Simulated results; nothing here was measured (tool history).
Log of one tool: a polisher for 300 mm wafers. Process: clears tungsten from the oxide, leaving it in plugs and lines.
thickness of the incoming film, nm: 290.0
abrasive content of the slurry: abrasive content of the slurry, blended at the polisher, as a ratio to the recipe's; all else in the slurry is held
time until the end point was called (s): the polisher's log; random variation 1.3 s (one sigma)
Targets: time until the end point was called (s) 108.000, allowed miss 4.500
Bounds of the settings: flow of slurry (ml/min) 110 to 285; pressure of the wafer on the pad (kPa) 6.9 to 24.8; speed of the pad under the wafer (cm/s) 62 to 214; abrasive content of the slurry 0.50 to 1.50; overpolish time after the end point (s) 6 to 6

| run | hour | flow of slurry (ml/min) | pressure of the wafer on the pad (kPa) | speed of the pad under the wafer (cm/s) | abrasive content of the slurry | overpolish time after the end point (s) | time until the end point was called (s) |
|---|---|---|---|---|---|---|---|
| 1 | 0.0 | 180 | 15.9 | 138 | 1.00 | 6 | 82.992 |
| 2 | 1.7 | 180 | 15.9 | 138 | 1.20 | 6 | 80.171 |
| 3 | 6.9 | 180 | 15.9 | 138 | 1.20 | 6 | 81.054 |
| 4 | 15.9 | 180 | 15.2 | 138 | 1.20 | 6 | 84.617 |
| 5 | 24.6 | 180 | 17.9 | 138 | 1.20 | 6 | 73.498 |
| 6 | 29.1 | 200 | 17.9 | 138 | 1.20 | 6 | 71.454 |
| 7 | 31.0 | 200 | 16.5 | 136 | 1.20 | 6 | 78.529 |
| 8 | 34.5 | 200 | 15.2 | 136 | 1.20 | 6 | 82.823 |
| 9 | 41.2 | 195 | 14.5 | 136 | 1.20 | 6 | 86.892 |
| 10 | 42.0 | 190 | 13.8 | 136 | 1.20 | 6 | 90.606 |
| 11 | 49.2 | 185 | 13.1 | 136 | 1.20 | 6 | 97.809 |
| 12 | 53.4 | 180 | 13.1 | 136 | 1.20 | 6 | 95.025 |

Which of these 5 next moves meets every target?
| A | 57.6 | 170 | 11.0 | 130 | 1.15 | 6 | ? |
| B | 57.6 | 155 | 11.7 | 176 | 1.25 | 6 | ? |
| C | 57.6 | 190 | 10.3 | 132 | 1.20 | 6 | ? |
| D | 57.6 | 145 | 11.7 | 128 | 1.50 | 6 | ? |
| E | 57.6 | 195 | 12.4 | 142 | 1.10 | 6 | ? |

| move | time until the end point was called (s) |
|---|---|
| A | 116.400 |
| B | 82.338 |
| C | 117.210 |
| D | 108.670 |
| E | 96.293 |
A: takes the result that was furthest off past its target
B: further off than the last run
C: takes the result that was furthest off past its target
D: meets every target
E: nearer than the last run, and not there yet
Answer: D
